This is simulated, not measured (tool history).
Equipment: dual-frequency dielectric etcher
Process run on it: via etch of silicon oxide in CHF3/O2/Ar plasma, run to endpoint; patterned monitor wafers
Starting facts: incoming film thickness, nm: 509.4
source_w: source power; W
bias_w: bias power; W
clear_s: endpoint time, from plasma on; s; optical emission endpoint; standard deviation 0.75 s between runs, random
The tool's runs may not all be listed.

run 1 hour=0 | source_w=880 bias_w=210 | clear_s=205.22
run 2 hour=8.9 | source_w=720 bias_w=210 | clear_s=218.44
run 3 hour=11.9 | source_w=770 bias_w=213 | clear_s=212.97
run 4 hour=16.4 | source_w=700 bias_w=213 | clear_s=218.95
run 5 hour=19.1 | source_w=750 bias_w=216 | clear_s=215.28
run 6 hour=24.4 | source_w=800 bias_w=219 | clear_s=208.99

Run 7 has not been measured yet. What should we expect?
run 7 hour=27.6 | source_w=840 bias_w=221 | clear_s=?

{"run 7": {"clear_s": 205.47}}

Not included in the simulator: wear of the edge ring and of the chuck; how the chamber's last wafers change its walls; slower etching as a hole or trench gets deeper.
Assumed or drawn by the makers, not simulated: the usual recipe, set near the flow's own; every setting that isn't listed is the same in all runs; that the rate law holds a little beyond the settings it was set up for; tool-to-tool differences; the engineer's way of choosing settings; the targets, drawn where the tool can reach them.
